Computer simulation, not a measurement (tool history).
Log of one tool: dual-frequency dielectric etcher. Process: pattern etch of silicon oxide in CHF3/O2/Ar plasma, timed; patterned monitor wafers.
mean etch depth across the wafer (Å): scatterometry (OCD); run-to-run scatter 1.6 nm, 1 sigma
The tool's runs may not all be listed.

| run | day | source power (W) | bias power (W) | etch time (s) | mean etch depth across the wafer (Å) |
|---|---|---|---|---|---|
| 1 | 0 | 690 | 197 | 267 | 6307.2 |
| 2 | 0.15 | 690 | 197 | 267 | 6335.2 |
| 3 | 0.396 | 690 | 197 | 244 | 5794.3 |
| 4 | 0.662 | 620 | 197 | 244 | 5582.1 |
| 5 | 1.025 | 710 | 197 | 244 | 5823.4 |
| 6 | 1.35 | 740 | 209 | 246 | 6079.6 |
| 7 | 1.604 | 770 | 218 | 248.5 | 6352.5 |

What does the tool deliver on the next run?
| 8 | 1.912 | 800 | 223 | 249.5 | ? |

For run 8 the tool returned mean etch depth across the wafer (Å) 6521.8.
